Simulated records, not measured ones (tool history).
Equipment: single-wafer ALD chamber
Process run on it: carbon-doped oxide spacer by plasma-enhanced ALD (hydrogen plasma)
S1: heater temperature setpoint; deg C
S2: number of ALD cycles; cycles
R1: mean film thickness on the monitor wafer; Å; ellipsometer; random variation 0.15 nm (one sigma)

Run 1, hour 0: S1 400 deg C, S2 616 cycles. Result: R1 299.02 Å.
Run 2, hour 7.4: S1 408 deg C, S2 616 cycles. Result: R1 292.63 Å.
Run 3, hour 9.1: S1 415 deg C, S2 616 cycles. Result: R1 287.09 Å.
Run 4, hour 14.4: S1 408 deg C, S2 616 cycles. Result: R1 294 Å.
Run 5, hour 15.2: S1 404 deg C, S2 630 cycles. Result: R1 301.12 Å.
Run 6, hour 21: S1 401 deg C, S2 643 cycles. Result: R1 310.9 Å.
Run 7, hour 26: S1 398 deg C, S2 650 cycles. Result: R1 315.96 Å.
Run 8, hour 30.2: S1 396 deg C, S2 656 cycles. Result: R1 317.24 Å.

Run 9 has not been measured yet. What should we expect?
Run 9, hour 34.7: S1 395 deg C, S2 664 cycles. Result: R1 ?.

{"run 9": {"R1": 325.76}}
